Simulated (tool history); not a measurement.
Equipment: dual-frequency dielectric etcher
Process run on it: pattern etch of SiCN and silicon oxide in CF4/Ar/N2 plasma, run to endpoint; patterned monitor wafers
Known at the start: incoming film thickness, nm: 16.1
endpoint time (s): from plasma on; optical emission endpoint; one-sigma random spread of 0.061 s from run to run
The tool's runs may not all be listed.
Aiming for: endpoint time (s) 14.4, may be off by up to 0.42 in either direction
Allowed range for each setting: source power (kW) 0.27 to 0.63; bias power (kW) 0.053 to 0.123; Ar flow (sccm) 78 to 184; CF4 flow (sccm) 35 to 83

run 1 hour=0 | source_power_(kW)=0.45 bias_power_(kW)=0.088 Ar_flow_(sccm)=131 CF4_flow_(sccm)=59 | endpoint_time_(s)=17.96
run 2 hour=7.1 | source_power_(kW)=0.47 bias_power_(kW)=0.089 Ar_flow_(sccm)=131 CF4_flow_(sccm)=59 | endpoint_time_(s)=17.284
run 3 hour=9.5 | source_power_(kW)=0.49 bias_power_(kW)=0.09 Ar_flow_(sccm)=131 CF4_flow_(sccm)=59 | endpoint_time_(s)=16.438
run 4 hour=12.7 | source_power_(kW)=0.5 bias_power_(kW)=0.09 Ar_flow_(sccm)=131 CF4_flow_(sccm)=59 | endpoint_time_(s)=16.234
run 5 hour=17.5 | source_power_(kW)=0.5 bias_power_(kW)=0.09 Ar_flow_(sccm)=110 CF4_flow_(sccm)=59 | endpoint_time_(s)=15.753
run 6 hour=23.6 | source_power_(kW)=0.51 bias_power_(kW)=0.09 Ar_flow_(sccm)=110 CF4_flow_(sccm)=59 | endpoint_time_(s)=15.537
run 7 hour=26.3 | source_power_(kW)=0.52 bias_power_(kW)=0.09 Ar_flow_(sccm)=110 CF4_flow_(sccm)=59 | endpoint_time_(s)=15.189
run 8 hour=33.6 | source_power_(kW)=0.53 bias_power_(kW)=0.09 Ar_flow_(sccm)=110 CF4_flow_(sccm)=59 | endpoint_time_(s)=14.895

4 candidate next runs follow, results not yet known. Just one meets every target within its allowed miss. Identify it.
run A hour=40.9 | source_power_(kW)=0.54 bias_power_(kW)=0.092 Ar_flow_(sccm)=140 CF4_flow_(sccm)=52 | endpoint_time_(s)=?
run B hour=40.9 | source_power_(kW)=0.52 bias_power_(kW)=0.084 Ar_flow_(sccm)=108 CF4_flow_(sccm)=55 | endpoint_time_(s)=?
run C hour=40.9 | source_power_(kW)=0.53 bias_power_(kW)=0.07 Ar_flow_(sccm)=81 CF4_flow_(sccm)=66 | endpoint_time_(s)=?
run D hour=40.9 | source_power_(kW)=0.55 bias_power_(kW)=0.094 Ar_flow_(sccm)=128 CF4_flow_(sccm)=62 | endpoint_time_(s)=?

move=A endpoint_time_(s)=15.47
move=B endpoint_time_(s)=15.748
move=C endpoint_time_(s)=15.104
move=D endpoint_time_(s)=14.269
A: the biggest miss grows against the last run
B: the biggest miss grows against the last run
C: the biggest miss grows against the last run
D: in spec on every target
D meets every target.
